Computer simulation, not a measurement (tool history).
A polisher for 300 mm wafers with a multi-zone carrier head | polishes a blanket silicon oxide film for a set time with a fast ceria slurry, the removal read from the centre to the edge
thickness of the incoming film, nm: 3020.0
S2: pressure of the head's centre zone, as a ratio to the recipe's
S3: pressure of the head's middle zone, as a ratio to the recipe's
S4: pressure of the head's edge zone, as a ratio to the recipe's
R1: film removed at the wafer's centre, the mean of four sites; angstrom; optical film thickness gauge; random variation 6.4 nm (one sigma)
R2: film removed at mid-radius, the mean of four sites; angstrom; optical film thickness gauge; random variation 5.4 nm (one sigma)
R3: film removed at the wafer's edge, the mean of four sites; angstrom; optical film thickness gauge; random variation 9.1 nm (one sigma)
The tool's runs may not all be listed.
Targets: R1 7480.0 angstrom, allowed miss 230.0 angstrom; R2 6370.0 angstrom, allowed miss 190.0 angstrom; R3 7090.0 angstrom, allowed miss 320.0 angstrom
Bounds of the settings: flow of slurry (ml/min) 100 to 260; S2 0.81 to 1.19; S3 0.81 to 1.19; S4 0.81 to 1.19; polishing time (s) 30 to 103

Run 1, day 0.000: flow of slurry (ml/min) 165, S2 1.00, S3 1.00, S4 1.00, polishing time (s) 66. Result: R1 10888.0 angstrom, R2 10701.0 angstrom, R3 11241.0 angstrom.
Run 2, day 0.112: flow of slurry (ml/min) 160, S2 1.00, S3 0.98, S4 0.98, polishing time (s) 63. Result: R1 10346.0 angstrom, R2 9988.6 angstrom, R3 10437.0 angstrom.
Run 3, day 0.225: flow of slurry (ml/min) 155, S2 1.00, S3 0.96, S4 0.97, polishing time (s) 61. Result: R1 9959.9 angstrom, R2 9334.0 angstrom, R3 9718.2 angstrom.
Run 4, day 0.525: flow of slurry (ml/min) 155, S2 1.00, S3 0.96, S4 0.92, polishing time (s) 61. Result: R1 9774.2 angstrom, R2 9420.7 angstrom, R3 9791.4 angstrom.
Run 5, day 0.688: flow of slurry (ml/min) 155, S2 1.00, S3 0.88, S4 0.92, polishing time (s) 61. Result: R1 9819.7 angstrom, R2 8951.8 angstrom, R3 9874.5 angstrom.
Run 6, day 0.796: flow of slurry (ml/min) 170, S2 1.00, S3 0.88, S4 0.92, polishing time (s) 61. Result: R1 10018.0 angstrom, R2 9081.7 angstrom, R3 9894.4 angstrom.
Run 7, day 0.846: flow of slurry (ml/min) 165, S2 1.00, S3 0.87, S4 0.91, polishing time (s) 59. Result: R1 9843.9 angstrom, R2 8720.0 angstrom, R3 9444.0 angstrom.
Run 8, day 1.150: flow of slurry (ml/min) 160, S2 1.00, S3 0.86, S4 0.91, polishing time (s) 57. Result: R1 9134.1 angstrom, R2 8215.6 angstrom, R3 9054.4 angstrom.
Run 9, day 1.238: flow of slurry (ml/min) 155, S2 1.01, S3 0.86, S4 0.90, polishing time (s) 56. Result: R1 9203.1 angstrom, R2 7974.7 angstrom, R3 8821.0 angstrom.
Run 10, day 1.262: flow of slurry (ml/min) 150, S2 1.01, S3 0.86, S4 0.89, polishing time (s) 55. Result: R1 9072.7 angstrom, R2 7822.1 angstrom, R3 8846.5 angstrom.
Run 11, day 1.425: flow of slurry (ml/min) 185, S2 1.01, S3 0.85, S4 0.85, polishing time (s) 37. Result: R1 6304.1 angstrom, R2 5342.6 angstrom, R3 6008.0 angstrom.
Run 12, day 1.638: flow of slurry (ml/min) 185, S2 1.02, S3 0.86, S4 0.87, polishing time (s) 37. Result: R1 6300.0 angstrom, R2 5400.2 angstrom, R3 6094.1 angstrom.
Run 13, day 1.808: flow of slurry (ml/min) 235, S2 1.12, S3 0.94, S4 0.97, polishing time (s) 41. Result: R1 7991.4 angstrom, R2 6662.8 angstrom, R3 7103.2 angstrom.

5 next moves are on the table. One of them brings every result within its allowed miss. Which?
Run A, day 1.979: flow of slurry (ml/min) 250, S2 1.07, S3 0.91, S4 1.04, polishing time (s) 40. Result: R1 ?, R2 ?, R3 ?.
Run B, day 1.979: flow of slurry (ml/min) 255, S2 1.11, S3 0.98, S4 0.88, polishing time (s) 42. Result: R1 ?, R2 ?, R3 ?.
Run C, day 1.979: flow of slurry (ml/min) 250, S2 1.13, S3 0.93, S4 1.05, polishing time (s) 42. Result: R1 ?, R2 ?, R3 ?.
Run D, day 1.979: flow of slurry (ml/min) 170, S2 1.01, S3 1.01, S4 0.98, polishing time (s) 43. Result: R1 ?, R2 ?, R3 ?.
Run E, day 1.979: flow of slurry (ml/min) 200, S2 1.16, S3 0.90, S4 1.03, polishing time (s) 41. Result: R1 ?, R2 ?, R3 ?.

move      R1      R2      R3
   A  7582.6  6411.0  7354.9
   B  8286.8  7150.1  7202.3
   C  8412.5  6844.1  7753.6
   D  7216.1  7062.0  7371.3
   E  8150.5  6317.4  7338.7
A: meets every target
B: further off than the last run
C: further off than the last run
D: takes the result that was furthest off past its target
E: further off than the last run
Move A is the one to make.
